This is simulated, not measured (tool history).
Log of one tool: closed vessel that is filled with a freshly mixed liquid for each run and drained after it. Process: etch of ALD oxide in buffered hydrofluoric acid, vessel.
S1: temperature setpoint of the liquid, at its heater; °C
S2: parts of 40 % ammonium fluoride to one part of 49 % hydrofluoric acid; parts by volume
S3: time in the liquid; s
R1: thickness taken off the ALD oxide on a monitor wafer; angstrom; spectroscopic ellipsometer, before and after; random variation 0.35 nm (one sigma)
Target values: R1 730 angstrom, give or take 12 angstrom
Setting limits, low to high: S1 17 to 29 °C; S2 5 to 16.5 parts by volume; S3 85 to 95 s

run	day	S1	S2	S3	R1
1	0	21	10	85	851.8
2	0.042	23.5	10	85	972.9
3	0.088	22.5	10	85	924.64
4	0.188	20.5	10	85	823.6
5	0.488	20	10	85	807.95
6	0.642	20	12.5	85	644.83
7	0.75	20.5	12.5	85	660.97
8	0.796	21	12.5	85	686.21
# day 0.908: hydrofluoric acid flow meter replaced
9	0.908	21.5	12.5	85	794.17
10	1.196	21	12.5	85	775.69
11	1.338	19.5	12.5	85	709.93

Which of these 4 next moves meets every target?
A	1.479	19	14	95	?
B	1.479	20	13.5	95	?
C	1.479	20	12	85	?
D	1.479	18.5	11.5	85	?

move	R1
A	688.06
B	754.32
C	757.48
D	725.72
A: lands further from the targets than the last run did
B: carries the result that was furthest off beyond its target, to the other side
C: carries the result that was furthest off beyond its target, to the other side
D: meets every target
D meets every target.

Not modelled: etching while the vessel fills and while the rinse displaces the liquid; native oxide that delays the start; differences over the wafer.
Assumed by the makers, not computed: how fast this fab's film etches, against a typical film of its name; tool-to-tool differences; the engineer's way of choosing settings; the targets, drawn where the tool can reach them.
